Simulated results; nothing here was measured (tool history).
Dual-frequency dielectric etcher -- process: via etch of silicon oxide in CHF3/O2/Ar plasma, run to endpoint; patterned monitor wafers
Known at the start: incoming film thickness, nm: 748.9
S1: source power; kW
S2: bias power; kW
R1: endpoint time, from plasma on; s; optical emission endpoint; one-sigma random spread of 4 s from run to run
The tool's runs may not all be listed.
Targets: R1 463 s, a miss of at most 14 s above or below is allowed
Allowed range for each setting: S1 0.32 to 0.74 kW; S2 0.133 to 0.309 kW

{"run": 1, "hour": 0.0, "S1": 0.53, "S2": 0.221, "R1": 403.94}
{"run": 2, "hour": 3.6, "S1": 0.51, "S2": 0.217, "R1": 400.47}
{"run": 3, "hour": 8.4, "S1": 0.51, "S2": 0.178, "R1": 423.25}
{"run": 4, "hour": 12.8, "S1": 0.5, "S2": 0.174, "R1": 440.16}
{"hour": 18.9, "done": "wet clean of the chamber"}
{"run": 5, "hour": 18.9, "S1": 0.49, "S2": 0.173, "R1": 427.2}
{"run": 6, "hour": 22.3, "S1": 0.49, "S2": 0.207, "R1": 399.12}
{"run": 7, "hour": 25.3, "S1": 0.51, "S2": 0.201, "R1": 397.2}
{"run": 8, "hour": 27.8, "S1": 0.5, "S2": 0.192, "R1": 415}
{"run": 9, "hour": 28.7, "S1": 0.49, "S2": 0.184, "R1": 419.58}

Which one of the following 5 next-run settings gets every result inside its allowed miss? There is exactly one.
{"run": "A", "hour": 29.6, "S1": 0.49, "S2": 0.257, "R1": "?"}
{"run": "B", "hour": 29.6, "S1": 0.34, "S2": 0.189, "R1": "?"}
{"run": "C", "hour": 29.6, "S1": 0.46, "S2": 0.274, "R1": "?"}
{"run": "D", "hour": 29.6, "S1": 0.61, "S2": 0.143, "R1": "?"}
{"run": "E", "hour": 29.6, "S1": 0.48, "S2": 0.297, "R1": "?"}

move=A R1=377.37
move=B R1=452.28
move=C R1=377.6
move=D R1=406.49
move=E R1=364.65
A: moves away from the targets compared with the last run
B: every result within its allowed miss
C: moves away from the targets compared with the last run
D: moves away from the targets compared with the last run
E: moves away from the targets compared with the last run
So the answer is move B, the one that meets all the targets.

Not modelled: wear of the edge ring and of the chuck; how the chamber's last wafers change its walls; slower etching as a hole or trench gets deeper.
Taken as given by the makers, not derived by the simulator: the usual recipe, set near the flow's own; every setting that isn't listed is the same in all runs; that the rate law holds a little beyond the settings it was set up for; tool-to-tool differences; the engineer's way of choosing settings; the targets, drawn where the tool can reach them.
